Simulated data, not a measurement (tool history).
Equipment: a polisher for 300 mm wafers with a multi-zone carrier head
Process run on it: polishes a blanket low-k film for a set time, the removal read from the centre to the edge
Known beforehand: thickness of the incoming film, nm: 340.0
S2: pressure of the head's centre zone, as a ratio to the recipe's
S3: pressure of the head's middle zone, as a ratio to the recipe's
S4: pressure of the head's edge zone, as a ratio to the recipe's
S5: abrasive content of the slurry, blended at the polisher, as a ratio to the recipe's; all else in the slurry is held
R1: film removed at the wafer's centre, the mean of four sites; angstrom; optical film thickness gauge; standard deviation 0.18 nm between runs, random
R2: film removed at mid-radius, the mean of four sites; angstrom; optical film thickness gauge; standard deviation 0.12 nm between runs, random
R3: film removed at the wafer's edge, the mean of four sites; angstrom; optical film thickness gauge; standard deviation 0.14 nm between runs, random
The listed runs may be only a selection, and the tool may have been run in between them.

run 1 hour=0.0 | flow_of_slurry_(ml/min)=170 S2=1.00 S3=1.00 S4=1.00 S5=1.00 polishing_time_(s)=42 | R1=168.09 R2=166.52 R3=173.48
run 2 hour=7.4 | flow_of_slurry_(ml/min)=205 S2=1.00 S3=1.00 S4=1.00 S5=1.00 polishing_time_(s)=42 | R1=172.89 R2=170.37 R3=176.20
run 3 hour=15.0 | flow_of_slurry_(ml/min)=205 S2=1.00 S3=1.00 S4=1.05 S5=1.00 polishing_time_(s)=42 | R1=177.81 R2=170.67 R3=177.48
run 4 hour=23.3 | flow_of_slurry_(ml/min)=210 S2=0.98 S3=1.02 S4=1.03 S5=0.85 polishing_time_(s)=42 | R1=162.46 R2=166.52 R3=168.22
run 5 hour=24.1 | flow_of_slurry_(ml/min)=205 S2=0.98 S3=1.02 S4=1.00 S5=0.75 polishing_time_(s)=42 | R1=156.29 R2=156.77 R3=156.38
run 6 hour=30.5 | flow_of_slurry_(ml/min)=205 S2=0.98 S3=0.97 S4=1.00 S5=0.75 polishing_time_(s)=42 | R1=157.33 R2=151.90 R3=158.59
run 7 hour=32.6 | flow_of_slurry_(ml/min)=195 S2=0.96 S3=0.98 S4=0.97 S5=0.70 polishing_time_(s)=42 | R1=148.47 R2=147.23 R3=148.27
run 8 hour=37.4 | flow_of_slurry_(ml/min)=185 S2=0.94 S3=0.98 S4=0.96 S5=0.70 polishing_time_(s)=42 | R1=142.74 R2=147.93 R3=148.43

What will run 9 give?
run 9 hour=45.1 | flow_of_slurry_(ml/min)=175 S2=0.93 S3=0.98 S4=0.94 S5=0.70 polishing_time_(s)=42 | R1=? R2=? R3=?

R1: 140.74 angstrom
R2: 145.62 angstrom
R3: 146.38 angstrom
